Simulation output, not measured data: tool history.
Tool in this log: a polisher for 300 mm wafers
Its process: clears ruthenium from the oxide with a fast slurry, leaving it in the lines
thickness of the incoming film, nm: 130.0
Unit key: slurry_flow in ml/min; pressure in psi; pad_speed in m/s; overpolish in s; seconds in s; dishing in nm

run,day,slurry_flow,pressure,pad_speed,slurry_solids,overpolish,seconds,dishing
1,0.000,215,1.8,0.82,1.00,21,53.653,43.395
2,0.167,210,1.7,0.82,1.00,22,56.931,43.940
3,0.379,205,1.6,0.82,1.00,23,60.202,41.942
4,0.496,205,1.6,0.82,0.85,23,68.883,37.598
5,0.729,200,1.6,0.82,0.85,24,68.824,39.369
6,0.858,200,1.3,0.82,0.85,24,85.275,32.320
7,0.921,205,1.3,0.82,0.85,25,84.703,33.343
8,1.162,205,1.3,0.82,0.85,26,83.726,35.117

Run 9 comes next. What will it give?
9,1.342,210,1.3,0.82,0.85,26,?,?

Run 9 yielded seconds 84.217 s, dishing 34.724 nm.
